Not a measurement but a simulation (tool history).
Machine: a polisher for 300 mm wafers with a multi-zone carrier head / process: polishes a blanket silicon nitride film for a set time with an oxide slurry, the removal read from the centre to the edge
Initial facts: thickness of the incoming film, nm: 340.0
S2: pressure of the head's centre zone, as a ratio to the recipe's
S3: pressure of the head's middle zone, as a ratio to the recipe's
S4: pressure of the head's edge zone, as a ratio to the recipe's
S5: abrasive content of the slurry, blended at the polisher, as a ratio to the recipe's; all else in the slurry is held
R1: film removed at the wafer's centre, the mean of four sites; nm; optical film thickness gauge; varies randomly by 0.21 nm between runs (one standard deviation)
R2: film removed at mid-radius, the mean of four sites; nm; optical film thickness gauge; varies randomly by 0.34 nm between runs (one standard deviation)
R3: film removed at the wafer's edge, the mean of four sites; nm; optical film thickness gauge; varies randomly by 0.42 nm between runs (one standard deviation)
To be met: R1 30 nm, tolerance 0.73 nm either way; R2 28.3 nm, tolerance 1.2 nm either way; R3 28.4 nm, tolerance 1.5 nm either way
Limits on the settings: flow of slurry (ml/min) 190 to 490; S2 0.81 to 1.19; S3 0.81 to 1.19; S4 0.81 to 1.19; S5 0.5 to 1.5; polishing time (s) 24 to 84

run 1 hour=0 | flow_of_slurry_(ml/min)=315 S2=1 S3=1 S4=1 S5=1 polishing_time_(s)=54 | R1=48.916 R2=50.436 R3=50.978
run 2 hour=6.1 | flow_of_slurry_(ml/min)=320 S2=1 S3=0.97 S4=0.96 S5=0.85 polishing_time_(s)=49 | R1=42.173 R2=41.975 R3=41.158
run 3 hour=14.1 | flow_of_slurry_(ml/min)=320 S2=1 S3=0.97 S4=1.01 S5=0.85 polishing_time_(s)=49 | R1=42.236 R2=41.703 R3=42.231
run 4 hour=17.9 | flow_of_slurry_(ml/min)=370 S2=1 S3=0.97 S4=1.01 S5=0.85 polishing_time_(s)=49 | R1=43.036 R2=42.421 R3=42.275
run 5 hour=26.5 | flow_of_slurry_(ml/min)=370 S2=1 S3=0.91 S4=1.01 S5=0.85 polishing_time_(s)=49 | R1=42.638 R2=40.246 R3=43.871
run 6 hour=31.5 | flow_of_slurry_(ml/min)=370 S2=1 S3=0.85 S4=1.01 S5=0.85 polishing_time_(s)=49 | R1=42.636 R2=37.281 R3=44.034
run 7 hour=32.3 | flow_of_slurry_(ml/min)=375 S2=0.98 S3=0.85 S4=0.97 S5=0.75 polishing_time_(s)=46 | R1=37.044 R2=34.477 R3=38.53
run 8 hour=39.8 | flow_of_slurry_(ml/min)=370 S2=0.99 S3=0.84 S4=0.93 S5=0.65 polishing_time_(s)=44 | R1=34.436 R2=30.786 R3=33.313
run 9 hour=46.8 | flow_of_slurry_(ml/min)=360 S2=0.97 S3=0.83 S4=0.9 S5=0.6 polishing_time_(s)=44 | R1=33.066 R2=29.885 R3=32.464
run 10 hour=54 | flow_of_slurry_(ml/min)=360 S2=0.96 S3=0.84 S4=0.88 S5=0.55 polishing_time_(s)=44 | R1=32.069 R2=29.058 R3=31.855
run 11 hour=54.8 | flow_of_slurry_(ml/min)=355 S2=0.96 S3=0.86 S4=0.86 S5=0.55 polishing_time_(s)=43 | R1=31.055 R2=29.102 R3=30.231
run 12 hour=62.5 | flow_of_slurry_(ml/min)=350 S2=0.96 S3=0.86 S4=0.84 S5=0.55 polishing_time_(s)=43 | R1=30.565 R2=28.356 R3=30.835

Of the 4 settings listed for the next run, only one would bring every result within its allowed miss of target. Which one?
run A hour=70.2 | flow_of_slurry_(ml/min)=360 S2=1.08 S3=1 S4=1.03 S5=0.5 polishing_time_(s)=38 | R1=? R2=? R3=?
run B hour=70.2 | flow_of_slurry_(ml/min)=430 S2=1.13 S3=0.95 S4=0.87 S5=0.5 polishing_time_(s)=37 | R1=? R2=? R3=?
run C hour=70.2 | flow_of_slurry_(ml/min)=385 S2=1.09 S3=1.04 S4=0.94 S5=0.5 polishing_time_(s)=39 | R1=? R2=? R3=?
run D hour=70.2 | flow_of_slurry_(ml/min)=270 S2=0.87 S3=0.81 S4=0.81 S5=0.6 polishing_time_(s)=45 | R1=? R2=? R3=?

move=A R1=30.274 R2=27.789 R3=29.134
move=B R1=31.274 R2=26.244 R3=26.477
move=C R1=31.543 R2=29.634 R3=28.714
move=D R1=29.662 R2=28.582 R3=32.162
A: all results land within tolerance of their targets
B: takes the result that was furthest off past its target
C: the worst result of the last run now meets its target, but another is out of spec
D: misses by more than the last run did
So the answer is move A, the one that meets all the targets.
